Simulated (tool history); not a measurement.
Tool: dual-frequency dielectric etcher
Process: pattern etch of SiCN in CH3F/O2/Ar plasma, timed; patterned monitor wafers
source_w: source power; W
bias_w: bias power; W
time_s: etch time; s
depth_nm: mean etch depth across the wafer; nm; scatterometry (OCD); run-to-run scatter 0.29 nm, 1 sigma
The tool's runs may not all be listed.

run	hour	source_w	bias_w	time_s	depth_nm
1	0	510	93	105	47.216
2	1.6	540	94	105	49.33
3	8.1	550	94	105	49.716
4	9.2	560	94	105	49.501
5	13.3	560	104	105	51.342
6	17	570	104	105	51.265
7	19	580	105	105	51.512
8	25.5	590	106	105	52.706

What does the tool deliver on the next run?
9	32.9	600	106	105	?

For run 9 the tool returned depth_nm 52.59 nm.

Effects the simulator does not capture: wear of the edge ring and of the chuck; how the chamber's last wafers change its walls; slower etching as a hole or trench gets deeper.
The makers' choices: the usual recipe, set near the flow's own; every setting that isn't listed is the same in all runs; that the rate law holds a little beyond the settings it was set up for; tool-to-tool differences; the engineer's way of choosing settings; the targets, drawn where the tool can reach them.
